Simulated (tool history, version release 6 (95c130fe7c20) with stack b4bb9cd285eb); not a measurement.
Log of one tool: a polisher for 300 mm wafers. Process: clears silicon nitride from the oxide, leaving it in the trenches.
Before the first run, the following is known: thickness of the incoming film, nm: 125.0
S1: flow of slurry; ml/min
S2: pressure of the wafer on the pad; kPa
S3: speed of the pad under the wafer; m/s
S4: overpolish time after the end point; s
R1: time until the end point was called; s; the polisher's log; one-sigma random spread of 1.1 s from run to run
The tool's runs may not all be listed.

run 1 hour=0 | S1=185 S2=20 S3=1.26 S4=27 | R1=114.97
run 2 hour=8.5 | S1=185 S2=22.1 S3=1.28 S4=27 | R1=102.03
run 3 hour=17 | S1=185 S2=22.1 S3=1.12 S4=27 | R1=115.75
run 4 hour=25.5 | S1=185 S2=24.8 S3=1.14 S4=27 | R1=104.54
run 5 hour=32.9 | S1=185 S2=26.9 S3=1.16 S4=27 | R1=92.945
run 6 hour=41.8 | S1=145 S2=26.9 S3=1.16 S4=27 | R1=97.371

What does the tool deliver on the next run?
run 7 hour=44.8 | S1=155 S2=28.3 S3=1.16 S4=27 | R1=?

For run 7 the tool returned R1 91.57 s.
